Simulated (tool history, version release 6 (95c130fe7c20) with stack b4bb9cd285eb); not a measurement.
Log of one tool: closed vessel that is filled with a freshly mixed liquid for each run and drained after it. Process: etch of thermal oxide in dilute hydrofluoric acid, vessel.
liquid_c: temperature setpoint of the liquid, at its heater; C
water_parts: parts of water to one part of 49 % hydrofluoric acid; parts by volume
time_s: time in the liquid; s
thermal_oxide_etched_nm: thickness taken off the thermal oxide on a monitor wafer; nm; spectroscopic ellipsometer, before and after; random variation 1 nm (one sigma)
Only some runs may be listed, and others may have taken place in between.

Run 1, day 0.000: liquid_c 26.0 C, water_parts 240 parts by volume, time_s 2555 s. Result: thermal_oxide_etched_nm 45.503 nm.
Run 2, day 0.354: liquid_c 26.0 C, water_parts 325 parts by volume, time_s 2555 s. Result: thermal_oxide_etched_nm 30.447 nm.
Run 3, day 0.629: liquid_c 29.0 C, water_parts 325 parts by volume, time_s 2555 s. Result: thermal_oxide_etched_nm 33.545 nm.
Run 4, day 0.858: liquid_c 29.5 C, water_parts 300 parts by volume, time_s 2560 s. Result: thermal_oxide_etched_nm 38.407 nm.
Run 5, day 0.946: liquid_c 31.0 C, water_parts 300 parts by volume, time_s 2560 s. Result: thermal_oxide_etched_nm 41.108 nm.
Run 6, day 0.971: liquid_c 31.5 C, water_parts 280 parts by volume, time_s 2560 s. Result: thermal_oxide_etched_nm 45.243 nm.
Run 7, day 1.292: liquid_c 31.5 C, water_parts 260 parts by volume, time_s 2560 s. Result: thermal_oxide_etched_nm 48.507 nm.
Run 8, day 1.667: liquid_c 31.5 C, water_parts 240 parts by volume, time_s 2560 s. Result: thermal_oxide_etched_nm 56.102 nm.
Run 9, day 1.892: liquid_c 31.5 C, water_parts 225 parts by volume, time_s 2560 s. Result: thermal_oxide_etched_nm 60.126 nm.

Predict the results of run 10:
Run 10, day 2.192: liquid_c 31.5 C, water_parts 215 parts by volume, time_s 2560 s. Result: thermal_oxide_etched_nm ?.

thermal_oxide_etched_nm: 63.931 nm
